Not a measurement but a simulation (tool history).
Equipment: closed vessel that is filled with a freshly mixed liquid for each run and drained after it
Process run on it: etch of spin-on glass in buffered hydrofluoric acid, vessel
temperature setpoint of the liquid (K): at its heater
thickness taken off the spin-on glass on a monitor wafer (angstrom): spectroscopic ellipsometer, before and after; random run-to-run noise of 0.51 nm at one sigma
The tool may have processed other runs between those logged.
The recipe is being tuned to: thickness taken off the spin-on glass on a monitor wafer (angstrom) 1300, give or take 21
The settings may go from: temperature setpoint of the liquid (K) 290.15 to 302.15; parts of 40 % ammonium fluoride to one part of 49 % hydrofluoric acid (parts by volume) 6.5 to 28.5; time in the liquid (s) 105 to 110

run,hour,temperature setpoint of the liquid (K),parts of 40 % ammonium fluoride to one part of 49 % hydrofluoric acid (parts by volume),time in the liquid (s),thickness taken off the spin-on glass on a monitor wafer (angstrom)
1,0,294.15,17.5,105,1917.3
2,6.4,293.15,18.5,105,1722
3,10.6,293.15,18.5,105,1710.3
4,18.1,293.15,18.5,110,1797.6
5,23,294.65,18.5,110,1963.7
6,24.6,291.65,18.5,110,1639.7
7,27.5,291.15,19,110,1567
# hour 33: hydrofluoric acid flow meter replaced
8,33,290.65,19.5,110,1333.7

4 next moves are on the table. One of them brings every result within its allowed miss. Which?
A,38.5,290.15,18,110,?
B,38.5,291.65,20,110,?
C,38.5,290.15,17.5,105,?
D,38.5,290.15,18.5,105,?

move,thickness taken off the spin-on glass on a monitor wafer (angstrom)
A,1397.7
B,1371.8
C,1371.9
D,1298.6
A: lands further from the targets than the last run did
B: lands further from the targets than the last run did
C: lands further from the targets than the last run did
D: meets every target
D is the move that brings every result within its allowed miss.
